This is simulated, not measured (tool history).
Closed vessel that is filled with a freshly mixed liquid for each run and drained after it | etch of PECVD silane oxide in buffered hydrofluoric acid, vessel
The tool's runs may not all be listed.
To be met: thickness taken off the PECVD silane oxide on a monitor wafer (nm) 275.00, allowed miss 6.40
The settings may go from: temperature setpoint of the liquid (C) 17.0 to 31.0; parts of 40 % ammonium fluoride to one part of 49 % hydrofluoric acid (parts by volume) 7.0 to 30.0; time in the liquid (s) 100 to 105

run	hour	temperature setpoint of the liquid (C)	parts of 40 % ammonium fluoride to one part of 49 % hydrofluoric acid (parts by volume)	time in the liquid (s)	thickness taken off the PECVD silane oxide on a monitor wafer (nm)
1	0.0	23.0	20.0	100	153.30
2	4.1	21.5	20.0	100	140.98
3	11.1	21.5	25.5	100	120.00
4	13.2	21.5	25.5	105	124.73
5	14.7	21.5	21.5	105	142.17
6	16.5	21.5	24.5	105	128.54
7	19.5	23.0	23.5	105	143.38
8	27.3	24.0	22.5	105	155.18
9	34.6	25.0	21.5	105	172.15
10	38.6	26.0	21.0	105	180.74
11	44.0	26.5	20.0	105	195.41
12	47.2	27.0	19.5	105	202.44
13	56.0	31.0	16.5	105	297.73
14	58.7	31.0	16.5	105	300.73
15	60.5	30.0	16.5	105	285.44

Which of these 4 next moves meets every target?
A	62.3	30.5	16.5	105	?
B	62.3	31.0	17.0	105	?
C	62.3	30.5	16.5	100	?
D	62.3	29.5	15.0	100	?

move	thickness taken off the PECVD silane oxide on a monitor wafer (nm)
A	290.09
B	289.19
C	276.27
D	287.80
A: further off than the last run
B: further off than the last run
C: meets every target
D: further off than the last run
The right move is C.
